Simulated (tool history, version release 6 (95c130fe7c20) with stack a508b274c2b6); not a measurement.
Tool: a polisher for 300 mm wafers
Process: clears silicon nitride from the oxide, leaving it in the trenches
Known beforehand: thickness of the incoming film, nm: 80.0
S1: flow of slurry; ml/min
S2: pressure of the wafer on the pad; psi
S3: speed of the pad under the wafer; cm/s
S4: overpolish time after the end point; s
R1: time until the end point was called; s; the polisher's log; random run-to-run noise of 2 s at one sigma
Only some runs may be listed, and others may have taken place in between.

run	day	S1	S2	S3	S4	R1
1	0.000	270	2.3	100	38	96.287
2	0.179	270	2.0	100	38	108.410
3	0.212	270	2.0	100	38	108.540
4	0.462	270	1.8	100	38	117.200
# day 0.829: slurry nozzle cleaned
5	0.829	270	1.8	100	38	118.990
6	0.875	270	1.8	100	41	119.640
7	0.950	270	1.6	100	41	132.200
8	1.092	270	1.5	100	41	141.350
9	1.446	270	1.4	100	41	148.370

The next listed run, before its measurement:
10	1.721	270	1.3	100	41	?

R1: 162.670 s
